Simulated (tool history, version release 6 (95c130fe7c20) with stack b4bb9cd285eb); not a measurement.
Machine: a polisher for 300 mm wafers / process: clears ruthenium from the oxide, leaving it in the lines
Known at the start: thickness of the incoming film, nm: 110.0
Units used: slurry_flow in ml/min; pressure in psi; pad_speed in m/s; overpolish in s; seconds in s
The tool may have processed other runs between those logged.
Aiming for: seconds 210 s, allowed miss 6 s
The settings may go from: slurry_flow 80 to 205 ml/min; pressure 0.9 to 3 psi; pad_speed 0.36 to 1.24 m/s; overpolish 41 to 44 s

{"run": 1, "hour": 0.0, "slurry_flow": 135, "pressure": 1.9, "pad_speed": 0.8, "overpolish": 41, "seconds": 163.78}
{"run": 2, "hour": 2.1, "slurry_flow": 155, "pressure": 1.9, "pad_speed": 0.8, "overpolish": 41, "seconds": 160.71}
{"run": 3, "hour": 9.2, "slurry_flow": 155, "pressure": 1.9, "pad_speed": 0.96, "overpolish": 41, "seconds": 136.88}
{"run": 4, "hour": 17.3, "slurry_flow": 165, "pressure": 1.9, "pad_speed": 0.96, "overpolish": 41, "seconds": 133.97}
{"run": 5, "hour": 18.7, "slurry_flow": 165, "pressure": 2.1, "pad_speed": 0.96, "overpolish": 41, "seconds": 125}
{"run": 6, "hour": 25.2, "slurry_flow": 165, "pressure": 1.9, "pad_speed": 0.96, "overpolish": 41, "seconds": 134.49}
{"run": 7, "hour": 33.3, "slurry_flow": 165, "pressure": 1.8, "pad_speed": 0.96, "overpolish": 41, "seconds": 143.06}
{"run": 8, "hour": 37.2, "slurry_flow": 165, "pressure": 1.7, "pad_speed": 0.96, "overpolish": 41, "seconds": 152.36}

Exactly one of the 5 candidate moves below puts every result within its allowed miss. Which one?
{"run": "A", "hour": 41.1, "slurry_flow": 160, "pressure": 1.3, "pad_speed": 0.88, "overpolish": 41, "seconds": "?"}
{"run": "B", "hour": 41.1, "slurry_flow": 185, "pressure": 1.3, "pad_speed": 0.92, "overpolish": 44, "seconds": "?"}
{"run": "C", "hour": 41.1, "slurry_flow": 205, "pressure": 1.2, "pad_speed": 1, "overpolish": 44, "seconds": "?"}
{"run": "D", "hour": 41.1, "slurry_flow": 170, "pressure": 1.9, "pad_speed": 1.08, "overpolish": 41, "seconds": "?"}
{"run": "E", "hour": 41.1, "slurry_flow": 180, "pressure": 1.6, "pad_speed": 0.74, "overpolish": 44, "seconds": "?"}

move=A seconds=211.3
move=B seconds=198.56
move=C seconds=195.73
move=D seconds=120.09
move=E seconds=199.33
A: all results in spec
B: nearer the targets than the last run, but a result is still out of spec
C: nearer the targets than the last run, but a result is still out of spec
D: moves away from the targets compared with the last run
E: nearer the targets than the last run, but a result is still out of spec
Go with A: it meets all targets.
